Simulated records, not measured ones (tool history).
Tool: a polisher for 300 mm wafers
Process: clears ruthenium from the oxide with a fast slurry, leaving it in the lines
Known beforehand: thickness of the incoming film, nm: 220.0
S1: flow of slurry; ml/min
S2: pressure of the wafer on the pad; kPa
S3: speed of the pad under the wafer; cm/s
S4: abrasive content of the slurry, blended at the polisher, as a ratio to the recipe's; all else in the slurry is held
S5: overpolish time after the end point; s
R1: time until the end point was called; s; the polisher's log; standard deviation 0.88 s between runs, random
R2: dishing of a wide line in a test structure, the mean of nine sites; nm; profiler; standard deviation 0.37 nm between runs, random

| run | day | S1 | S2 | S3 | S4 | S5 | R1 | R2 |
|---|---|---|---|---|---|---|---|---|
| 1 | 0 | 220 | 15.9 | 126 | 1 | 13 | 61.24 | 34.794 |
| 2 | 0.258 | 220 | 14.5 | 126 | 1 | 12 | 68.231 | 29.259 |
| 3 | 0.604 | 245 | 14.5 | 126 | 1 | 12 | 65.683 | 29.54 |
| 4 | 0.917 | 240 | 13.8 | 126 | 1 | 12 | 69.546 | 28.43 |
| 5 | 1.188 | 235 | 13.1 | 126 | 1 | 12 | 73.119 | 26.504 |
| 6 | 1.421 | 235 | 16.5 | 126 | 1 | 12 | 58.102 | 33.238 |
| 7 | 1.5 | 230 | 15.2 | 126 | 1 | 12 | 62.725 | 30.09 |
| 8 | 1.842 | 230 | 14.5 | 126 | 1 | 12 | 67.477 | 29.558 |
| 9 | 2.217 | 225 | 13.8 | 126 | 1 | 12 | 69.652 | 28.728 |
| 10 | 2.55 | 225 | 13.1 | 126 | 1 | 12 | 73.477 | 26.969 |
| 11 | 2.671 | 225 | 12.4 | 126 | 1 | 12 | 75.981 | 25.3 |
| 12 | 2.8 | 225 | 11.7 | 126 | 1 | 12 | 81.911 | 24.707 |
| 13 | 3.142 | 220 | 11.7 | 126 | 1 | 11 | 82.38 | 22.524 |
|  | 3.183 | slurry blender recalibrated |
| 14 | 3.183 | 215 | 11.7 | 126 | 1 | 11 | 74.939 | 23.904 |

Run 15, settings as shown, results not yet in. Your forecast:
| 15 | 3.35 | 230 | 11.7 | 126 | 1 | 11 | ? | ? |

Run 15 came out at R1 73.688 s, R2 23.89 nm.

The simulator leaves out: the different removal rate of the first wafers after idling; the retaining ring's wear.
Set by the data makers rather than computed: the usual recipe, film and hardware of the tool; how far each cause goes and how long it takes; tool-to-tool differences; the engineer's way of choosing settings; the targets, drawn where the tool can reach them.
